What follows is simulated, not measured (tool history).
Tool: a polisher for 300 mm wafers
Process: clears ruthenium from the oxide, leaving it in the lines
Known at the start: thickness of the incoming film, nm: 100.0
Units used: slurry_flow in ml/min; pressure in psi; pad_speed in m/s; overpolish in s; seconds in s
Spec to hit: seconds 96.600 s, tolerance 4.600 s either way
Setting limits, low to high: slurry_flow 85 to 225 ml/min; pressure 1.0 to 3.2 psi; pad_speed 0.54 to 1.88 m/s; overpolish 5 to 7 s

run	hour	slurry_flow	pressure	pad_speed	overpolish	seconds
1	0.0	145	2.1	1.20	7	65.940
2	4.8	145	2.5	1.20	7	57.599
3	13.3	145	2.1	1.20	7	67.173
4	21.4	145	2.1	1.00	7	79.768
5	25.9	145	2.4	1.00	7	70.467
6	34.2	145	2.4	1.26	7	57.428
7	37.3	140	1.8	1.20	7	76.316
8	45.4	140	1.7	1.20	7	81.070
9	50.6	135	1.6	1.20	7	89.038

Which one of the following 5 next-run settings gets every result inside its allowed miss? There is exactly one.
A	55.8	130	1.8	1.10	5	?
B	55.8	145	1.3	1.56	7	?
C	55.8	125	1.7	1.16	7	?
D	55.8	180	1.5	1.38	5	?
E	55.8	115	1.6	1.14	5	?

move	seconds
A	85.496
B	82.950
C	86.666
D	78.508
E	94.838
A: further off than the last run
B: further off than the last run
C: further off than the last run
D: further off than the last run
E: in spec on every target
So the answer is move E, the one that meets all the targets.

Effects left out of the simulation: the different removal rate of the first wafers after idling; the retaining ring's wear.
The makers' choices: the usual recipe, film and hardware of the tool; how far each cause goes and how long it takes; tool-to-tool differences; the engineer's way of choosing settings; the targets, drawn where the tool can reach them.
